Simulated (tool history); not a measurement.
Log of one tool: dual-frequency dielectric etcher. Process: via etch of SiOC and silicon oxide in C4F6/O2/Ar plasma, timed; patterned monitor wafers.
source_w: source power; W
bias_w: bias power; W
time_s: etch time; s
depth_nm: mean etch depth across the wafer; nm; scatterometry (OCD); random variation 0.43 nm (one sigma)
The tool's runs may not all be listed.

| run | day | source_w | bias_w | time_s | depth_nm |
|---|---|---|---|---|---|
| 1 | 0 | 380 | 177 | 86.5 | 95.302 |
| 2 | 0.146 | 340 | 160 | 86.5 | 86.79 |
| 3 | 0.212 | 340 | 160 | 86.5 | 86.338 |
| 4 | 0.367 | 310 | 151 | 86.5 | 80.436 |
| 5 | 0.621 | 310 | 151 | 86.5 | 79.976 |
| 6 | 0.933 | 310 | 151 | 86.5 | 80.611 |

Forecast run 7:
| 7 | 1.258 | 290 | 146 | 86.5 | ? |

depth_nm: 74.736 nm
